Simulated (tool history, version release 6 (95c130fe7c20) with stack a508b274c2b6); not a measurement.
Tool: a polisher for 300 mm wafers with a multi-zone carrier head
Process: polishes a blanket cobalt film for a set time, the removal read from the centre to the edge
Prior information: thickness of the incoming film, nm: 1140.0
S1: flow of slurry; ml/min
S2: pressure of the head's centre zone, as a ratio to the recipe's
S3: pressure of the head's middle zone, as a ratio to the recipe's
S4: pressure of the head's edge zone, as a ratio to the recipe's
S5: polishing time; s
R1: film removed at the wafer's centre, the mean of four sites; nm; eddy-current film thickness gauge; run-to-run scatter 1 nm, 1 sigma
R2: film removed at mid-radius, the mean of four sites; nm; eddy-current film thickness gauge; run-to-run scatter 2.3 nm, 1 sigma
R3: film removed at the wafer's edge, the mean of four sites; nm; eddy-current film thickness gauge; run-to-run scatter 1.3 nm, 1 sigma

Run 1, hour 0.0: S1 230 ml/min, S2 1.00, S3 1.00, S4 1.00, S5 38 s. Result: R1 207.50 nm, R2 202.86 nm, R3 203.07 nm.
Run 2, hour 1.0: S1 230 ml/min, S2 1.00, S3 0.95, S4 1.00, S5 38 s. Result: R1 206.50 nm, R2 195.43 nm, R3 204.07 nm.
Run 3, hour 9.2: S1 225 ml/min, S2 0.98, S3 0.94, S4 0.98, S5 37 s. Result: R1 196.93 nm, R2 189.03 nm, R3 195.80 nm.
Run 4, hour 12.4: S1 225 ml/min, S2 0.98, S3 0.94, S4 1.02, S5 37 s. Result: R1 199.44 nm, R2 190.09 nm, R3 200.17 nm.
Run 5, hour 19.1: S1 220 ml/min, S2 0.96, S3 0.93, S4 0.99, S5 36 s. Result: R1 189.96 nm, R2 182.41 nm, R3 193.65 nm.
Run 6, hour 27.4: S1 215 ml/min, S2 0.94, S3 0.93, S4 0.97, S5 35 s. Result: R1 177.03 nm, R2 175.88 nm, R3 185.04 nm.
Run 7, hour 31.7: S1 210 ml/min, S2 0.93, S3 0.93, S4 0.95, S5 34 s. Result: R1 168.75 nm, R2 166.89 nm, R3 179.11 nm.
Run 8, hour 38.8: S1 210 ml/min, S2 0.93, S3 0.94, S4 0.93, S5 34 s. Result: R1 170.63 nm, R2 175.20 nm, R3 176.72 nm.
Run 9, hour 44.5: S1 205 ml/min, S2 0.92, S3 0.93, S4 0.91, S5 34 s. Result: R1 168.65 nm, R2 165.18 nm, R3 178.04 nm.
Run 10, hour 51.8: S1 205 ml/min, S2 0.92, S3 0.93, S4 0.91, S5 34 s. Result: R1 169.07 nm, R2 167.32 nm, R3 174.13 nm.

For run 11, what comes out?
Run 11, hour 57.9: S1 200 ml/min, S2 0.91, S3 0.93, S4 0.89, S5 34 s. Result: R1 ?, R2 ?, R3 ?.

R1: 164.91 nm
R2: 165.62 nm
R3: 172.61 nm
